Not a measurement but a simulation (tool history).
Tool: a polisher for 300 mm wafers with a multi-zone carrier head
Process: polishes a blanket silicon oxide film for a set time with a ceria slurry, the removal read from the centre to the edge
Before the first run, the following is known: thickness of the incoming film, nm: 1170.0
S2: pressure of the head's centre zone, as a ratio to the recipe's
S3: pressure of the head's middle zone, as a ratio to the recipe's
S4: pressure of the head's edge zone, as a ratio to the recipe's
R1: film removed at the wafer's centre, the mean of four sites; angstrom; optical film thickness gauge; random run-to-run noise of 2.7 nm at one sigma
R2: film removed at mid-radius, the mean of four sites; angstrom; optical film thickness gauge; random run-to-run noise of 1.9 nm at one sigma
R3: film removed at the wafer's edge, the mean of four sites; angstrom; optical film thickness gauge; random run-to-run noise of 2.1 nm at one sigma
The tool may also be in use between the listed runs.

{"run": 1, "hour": 0.0, "flow of slurry (ml/min)": 300, "S2": 1.0, "S3": 1.0, "S4": 1.0, "polishing time (s)": 46, "R1": 2034.1, "R2": 2101.2, "R3": 1978.6}
{"run": 2, "hour": 6.3, "flow of slurry (ml/min)": 300, "S2": 1.0, "S3": 1.0, "S4": 1.06, "polishing time (s)": 46, "R1": 2041.7, "R2": 2106.0, "R3": 2004.6}
{"run": 3, "hour": 10.6, "flow of slurry (ml/min)": 310, "S2": 1.02, "S3": 1.03, "S4": 1.08, "polishing time (s)": 50, "R1": 2260.5, "R2": 2333.9, "R3": 2209.2}
{"run": 4, "hour": 18.5, "flow of slurry (ml/min)": 310, "S2": 1.02, "S3": 0.96, "S4": 1.08, "polishing time (s)": 50, "R1": 2258.3, "R2": 2207.3, "R3": 2255.6}
{"run": 5, "hour": 24.6, "flow of slurry (ml/min)": 250, "S2": 1.02, "S3": 0.96, "S4": 1.08, "polishing time (s)": 50, "R1": 2183.1, "R2": 2152.5, "R3": 2187.6}
{"run": 6, "hour": 27.2, "flow of slurry (ml/min)": 290, "S2": 1.04, "S3": 1.02, "S4": 1.1, "polishing time (s)": 52, "R1": 2371.1, "R2": 2380.7, "R3": 2341.1}
{"run": 7, "hour": 31.6, "flow of slurry (ml/min)": 325, "S2": 1.06, "S3": 1.07, "S4": 1.11, "polishing time (s)": 53, "R1": 2462.2, "R2": 2570.8, "R3": 2388.3}
{"run": 8, "hour": 33.4, "flow of slurry (ml/min)": 345, "S2": 1.09, "S3": 1.1, "S4": 1.12, "polishing time (s)": 54, "R1": 2600.9, "R2": 2692.4, "R3": 2456.9}
{"run": 9, "hour": 41.9, "flow of slurry (ml/min)": 360, "S2": 1.11, "S3": 1.12, "S4": 1.14, "polishing time (s)": 55, "R1": 2657.3, "R2": 2782.9, "R3": 2537.5}
{"run": 10, "hour": 44.5, "flow of slurry (ml/min)": 365, "S2": 1.13, "S3": 1.14, "S4": 1.15, "polishing time (s)": 56, "R1": 2849.3, "R2": 2854.8, "R3": 2545.3}
{"run": 11, "hour": 51.4, "flow of slurry (ml/min)": 375, "S2": 1.13, "S3": 1.15, "S4": 1.16, "polishing time (s)": 56, "R1": 2793.6, "R2": 2923.5, "R3": 2577.5}
{"run": 12, "hour": 57.7, "flow of slurry (ml/min)": 380, "S2": 1.14, "S3": 1.15, "S4": 1.17, "polishing time (s)": 56, "R1": 2809.7, "R2": 2893.8, "R3": 2578.7}
{"run": 13, "hour": 62.9, "flow of slurry (ml/min)": 385, "S2": 1.14, "S3": 1.16, "S4": 1.17, "polishing time (s)": 56, "R1": 2814.4, "R2": 2938.2, "R3": 2616.5}
{"run": 14, "hour": 71.8, "flow of slurry (ml/min)": 385, "S2": 1.14, "S3": 1.16, "S4": 1.17, "polishing time (s)": 56, "R1": 2781.9, "R2": 2946.6, "R3": 2635.0}

Run 15 has not been measured yet. What should we expect?
{"hour": 78.8, "done": "edge zone pressure recalibrated"}
{"run": 15, "hour": 78.8, "flow of slurry (ml/min)": 390, "S2": 1.15, "S3": 1.17, "S4": 1.17, "polishing time (s)": 56, "R1": "?", "R2": "?", "R3": "?"}

{"run 15": {"R1": 2835.6, "R2": 2939.8, "R3": 2795.9}}

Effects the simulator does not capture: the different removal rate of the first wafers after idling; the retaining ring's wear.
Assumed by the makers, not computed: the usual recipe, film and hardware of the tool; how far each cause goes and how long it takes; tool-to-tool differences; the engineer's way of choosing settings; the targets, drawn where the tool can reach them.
